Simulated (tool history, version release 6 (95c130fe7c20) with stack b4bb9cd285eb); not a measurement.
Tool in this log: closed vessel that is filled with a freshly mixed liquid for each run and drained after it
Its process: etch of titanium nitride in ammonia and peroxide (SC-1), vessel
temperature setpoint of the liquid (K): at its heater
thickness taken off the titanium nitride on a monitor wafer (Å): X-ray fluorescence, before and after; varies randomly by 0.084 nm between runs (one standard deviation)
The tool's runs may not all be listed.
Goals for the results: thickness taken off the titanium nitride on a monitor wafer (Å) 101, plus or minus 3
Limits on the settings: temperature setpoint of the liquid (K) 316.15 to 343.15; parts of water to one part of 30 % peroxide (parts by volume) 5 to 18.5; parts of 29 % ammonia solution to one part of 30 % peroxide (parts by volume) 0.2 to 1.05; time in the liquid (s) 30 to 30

| run | hour | temperature setpoint of the liquid (K) | parts of water to one part of 30 % peroxide (parts by volume) | parts of 29 % ammonia solution to one part of 30 % peroxide (parts by volume) | time in the liquid (s) | thickness taken off the titanium nitride on a monitor wafer (Å) |
|---|---|---|---|---|---|---|
| 1 | 0 | 332.15 | 10.5 | 0.55 | 30 | 51.067 |
| 2 | 5.2 | 339.15 | 10.5 | 0.55 | 30 | 81.947 |
| 3 | 8.3 | 340.15 | 10.5 | 0.55 | 30 | 86.413 |
| 4 | 13.5 | 340.65 | 10.5 | 0.55 | 30 | 89.828 |
| 5 | 20.2 | 341.15 | 10.5 | 0.55 | 30 | 93.064 |
|  | 27.5 | thermometer replaced |
| 6 | 27.5 | 341.15 | 13.5 | 0.55 | 30 | 90.335 |
| 7 | 32 | 341.65 | 13.5 | 0.55 | 30 | 91.908 |
| 8 | 36.7 | 342.15 | 13.5 | 0.55 | 30 | 94.48 |

Exactly one of the 5 candidate moves below puts every result within its allowed miss. Which one?
| A | 41.4 | 340.65 | 10 | 0.55 | 30 | ? |
| B | 41.4 | 341.15 | 12 | 0.55 | 30 | ? |
| C | 41.4 | 340.15 | 11.5 | 0.55 | 30 | ? |
| D | 41.4 | 340.15 | 11 | 0.6 | 30 | ? |
| E | 41.4 | 340.15 | 12 | 0.5 | 30 | ? |

| move | thickness taken off the titanium nitride on a monitor wafer (Å) |
|---|---|
| A | 102.32 |
| B | 95.925 |
| C | 92.151 |
| D | 95.764 |
| E | 88.591 |
A: meets every target
B: closer than the last run, but not yet in spec
C: lands further from the targets than the last run did
D: closer than the last run, but not yet in spec
E: lands further from the targets than the last run did
Answer: A
